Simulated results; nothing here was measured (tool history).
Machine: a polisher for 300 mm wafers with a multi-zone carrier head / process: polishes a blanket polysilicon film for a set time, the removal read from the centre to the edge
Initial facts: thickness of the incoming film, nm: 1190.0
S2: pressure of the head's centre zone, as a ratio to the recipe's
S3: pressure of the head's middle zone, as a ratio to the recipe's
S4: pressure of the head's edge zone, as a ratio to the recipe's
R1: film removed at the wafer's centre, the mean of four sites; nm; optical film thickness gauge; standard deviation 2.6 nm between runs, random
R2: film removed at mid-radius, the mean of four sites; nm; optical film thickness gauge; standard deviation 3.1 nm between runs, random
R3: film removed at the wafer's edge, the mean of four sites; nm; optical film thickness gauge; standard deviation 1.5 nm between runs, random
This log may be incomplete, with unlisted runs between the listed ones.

Run 1, day 0: flow of slurry (ml/min) 320, S2 1, S3 1, S4 1, polishing time (s) 31. Result: R1 237.37 nm, R2 240.23 nm, R3 246.35 nm.
Run 2, day 0.262: flow of slurry (ml/min) 320, S2 0.98, S3 1, S4 0.98, polishing time (s) 30. Result: R1 223.04 nm, R2 237.31 nm, R3 236.94 nm.
Run 3, day 0.538: flow of slurry (ml/min) 320, S2 0.97, S3 0.99, S4 0.96, polishing time (s) 30. Result: R1 226.73 nm, R2 231.37 nm, R3 230.8 nm.
Run 4, day 0.712: flow of slurry (ml/min) 320, S2 0.97, S3 0.99, S4 0.93, polishing time (s) 30. Result: R1 224.2 nm, R2 230.98 nm, R3 229.72 nm.
Run 5, day 0.958: flow of slurry (ml/min) 285, S2 0.97, S3 0.99, S4 0.93, polishing time (s) 30. Result: R1 217.16 nm, R2 231.24 nm, R3 227.96 nm.
Run 6, day 1: flow of slurry (ml/min) 280, S2 0.96, S3 0.99, S4 0.92, polishing time (s) 30. Result: R1 219.42 nm, R2 228.47 nm, R3 229.75 nm.
Run 7, day 1.179: flow of slurry (ml/min) 280, S2 0.96, S3 0.99, S4 0.92, polishing time (s) 30. Result: R1 221.48 nm, R2 222.68 nm, R3 222.07 nm.

Predict the results of run 8:
Run 8, day 1.404: flow of slurry (ml/min) 275, S2 0.94, S3 1, S4 0.92, polishing time (s) 30. Result: R1 ?, R2 ?, R3 ?.

{"run 8": {"R1": 211.98, "R2": 233.27, "R3": 224.64}}

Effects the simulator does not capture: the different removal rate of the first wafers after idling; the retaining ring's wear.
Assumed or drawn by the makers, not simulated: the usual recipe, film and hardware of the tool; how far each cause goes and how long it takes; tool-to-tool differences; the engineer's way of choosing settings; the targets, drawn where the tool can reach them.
